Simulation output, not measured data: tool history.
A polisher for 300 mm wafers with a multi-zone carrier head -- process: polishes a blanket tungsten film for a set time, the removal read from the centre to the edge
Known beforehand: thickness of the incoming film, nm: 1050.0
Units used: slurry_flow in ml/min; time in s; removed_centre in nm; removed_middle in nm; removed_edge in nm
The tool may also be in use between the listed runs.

Run 1, hour 0.0: slurry_flow 205 ml/min, centre_zone 1.00, middle_zone 1.00, edge_zone 1.00, slurry_solids 1.00, time 35 s. Result: removed_centre 211.08 nm, removed_middle 208.99 nm, removed_edge 208.34 nm.
Run 2, hour 1.7: slurry_flow 205 ml/min, centre_zone 0.99, middle_zone 1.02, edge_zone 0.95, slurry_solids 0.85, time 33 s. Result: removed_centre 184.77 nm, removed_middle 186.68 nm, removed_edge 181.16 nm.
Run 3, hour 2.9: slurry_flow 200 ml/min, centre_zone 0.99, middle_zone 1.05, edge_zone 0.91, slurry_solids 0.75, time 33 s. Result: removed_centre 176.30 nm, removed_middle 182.18 nm, removed_edge 168.85 nm.
Run 4, hour 5.3: slurry_flow 190 ml/min, centre_zone 0.98, middle_zone 1.06, edge_zone 0.88, slurry_solids 0.70, time 33 s. Result: removed_centre 171.19 nm, removed_middle 180.43 nm, removed_edge 159.30 nm.
Run 5, hour 8.0: slurry_flow 190 ml/min, centre_zone 1.04, middle_zone 1.06, edge_zone 0.88, slurry_solids 0.70, time 33 s. Result: removed_centre 178.66 nm, removed_middle 180.28 nm, removed_edge 160.70 nm.
Run 6, hour 14.8: slurry_flow 190 ml/min, centre_zone 1.04, middle_zone 1.01, edge_zone 0.88, slurry_solids 0.70, time 33 s. Result: removed_centre 180.04 nm, removed_middle 170.47 nm, removed_edge 161.23 nm.
Run 7, hour 16.0: slurry_flow 175 ml/min, centre_zone 1.01, middle_zone 1.02, edge_zone 0.86, slurry_solids 0.70, time 33 s. Result: removed_centre 171.47 nm, removed_middle 169.31 nm, removed_edge 155.58 nm.
Run 8, hour 17.2: slurry_flow 165 ml/min, centre_zone 0.99, middle_zone 1.03, edge_zone 0.85, slurry_solids 0.70, time 33 s. Result: removed_centre 172.90 nm, removed_middle 172.63 nm, removed_edge 155.99 nm.
Run 9, hour 23.5: slurry_flow 175 ml/min, centre_zone 0.91, middle_zone 1.07, edge_zone 0.82, slurry_solids 0.50, time 31 s. Result: removed_centre 125.51 nm, removed_middle 142.51 nm, removed_edge 123.99 nm.
Run 10, hour 26.7: slurry_flow 190 ml/min, centre_zone 0.95, middle_zone 1.09, edge_zone 0.85, slurry_solids 0.50, time 31 s. Result: removed_centre 132.70 nm, removed_middle 147.94 nm, removed_edge 126.18 nm.
Run 11, hour 35.3: slurry_flow 190 ml/min, centre_zone 0.98, middle_zone 1.11, edge_zone 0.90, slurry_solids 0.50, time 31 s. Result: removed_centre 135.72 nm, removed_middle 150.93 nm, removed_edge 131.18 nm.
Run 12, hour 36.1: slurry_flow 210 ml/min, centre_zone 1.00, middle_zone 1.12, edge_zone 0.92, slurry_solids 0.50, time 31 s. Result: removed_centre 138.17 nm, removed_middle 152.16 nm, removed_edge 132.63 nm.
Run 13, hour 43.9: slurry_flow 210 ml/min, centre_zone 1.02, middle_zone 1.14, edge_zone 0.94, slurry_solids 0.50, time 31 s. Result: removed_centre 141.80 nm, removed_middle 155.98 nm, removed_edge 132.12 nm.
Run 14, hour 46.8: slurry_flow 220 ml/min, centre_zone 1.03, middle_zone 1.14, edge_zone 0.96, slurry_solids 0.50, time 31 s. Result: removed_centre 146.54 nm, removed_middle 156.18 nm, removed_edge 134.89 nm.
Run 15, hour 52.0: slurry_flow 230 ml/min, centre_zone 1.03, middle_zone 1.15, edge_zone 0.98, slurry_solids 0.50, time 31 s. Result: removed_centre 146.25 nm, removed_middle 157.23 nm, removed_edge 138.06 nm.
Run 16, hour 52.7: slurry_flow 275 ml/min, centre_zone 1.05, middle_zone 1.19, edge_zone 0.99, slurry_solids 0.55, time 31 s. Result: removed_centre 157.24 nm, removed_middle 171.95 nm, removed_edge 147.25 nm.
Run 17, hour 60.0: slurry_flow 265 ml/min, centre_zone 1.05, middle_zone 1.19, edge_zone 0.99, slurry_solids 0.55, time 31 s. Result: removed_centre 158.99 nm, removed_middle 172.70 nm, removed_edge 144.95 nm.

For run 18, what comes out?
Run 18, hour 61.8: slurry_flow 260 ml/min, centre_zone 1.04, middle_zone 1.18, edge_zone 0.99, slurry_solids 0.55, time 31 s. Result: removed_centre ?, removed_middle ?, removed_edge ?.

Run 18 yielded removed_centre 160.19 nm, removed_middle 171.65 nm, removed_edge 145.53 nm.

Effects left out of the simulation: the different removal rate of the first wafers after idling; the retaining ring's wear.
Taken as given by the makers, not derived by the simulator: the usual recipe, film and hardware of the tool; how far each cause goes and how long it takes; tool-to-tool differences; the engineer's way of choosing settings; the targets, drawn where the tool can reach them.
